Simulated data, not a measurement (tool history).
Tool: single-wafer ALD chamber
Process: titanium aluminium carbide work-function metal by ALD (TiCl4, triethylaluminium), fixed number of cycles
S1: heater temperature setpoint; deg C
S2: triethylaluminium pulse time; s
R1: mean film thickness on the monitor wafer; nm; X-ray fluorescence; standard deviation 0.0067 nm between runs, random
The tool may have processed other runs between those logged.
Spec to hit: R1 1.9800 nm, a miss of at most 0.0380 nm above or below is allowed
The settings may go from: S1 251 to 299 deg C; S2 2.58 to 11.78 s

run 1 hour=0.0 | S1=275 S2=7.18 | R1=1.8023
run 2 hour=0.8 | S1=277 S2=7.27 | R1=1.8178
run 3 hour=3.0 | S1=279 S2=7.37 | R1=1.8432
run 4 hour=6.8 | S1=279 S2=8.25 | R1=1.8956
run 5 hour=9.5 | S1=280 S2=8.30 | R1=1.8996
run 6 hour=10.4 | S1=280 S2=7.46 | R1=1.8492
run 7 hour=10.9 | S1=280 S2=7.46 | R1=1.8611
run 8 hour=18.3 | S1=281 S2=7.52 | R1=1.8710
run 9 hour=21.0 | S1=282 S2=7.57 | R1=1.8709
run 10 hour=27.6 | S1=283 S2=7.66 | R1=1.8896
run 11 hour=29.4 | S1=284 S2=7.72 | R1=1.9052
run 12 hour=33.6 | S1=285 S2=7.76 | R1=1.9052
run 13 hour=41.1 | S1=286 S2=7.82 | R1=1.9293
run 14 hour=44.5 | S1=286 S2=7.85 | R1=1.9234
run 15 hour=50.2 | S1=286 S2=7.85 | R1=1.9204

5 next moves are on the table. One of them brings every result within its allowed miss. Which?
run A hour=55.9 | S1=280 S2=7.43 | R1=?
run B hour=55.9 | S1=281 S2=7.43 | R1=?
run C hour=55.9 | S1=283 S2=7.60 | R1=?
run D hour=55.9 | S1=298 S2=7.25 | R1=?
run E hour=55.9 | S1=290 S2=6.97 | R1=?

move=A R1=1.8600
move=B R1=1.8676
move=C R1=1.8956
move=D R1=1.9832
move=E R1=1.8953
A: moves away from the targets compared with the last run
B: moves away from the targets compared with the last run
C: moves away from the targets compared with the last run
D: hits every target within its allowed miss
E: moves away from the targets compared with the last run
The move that meets every target is D.
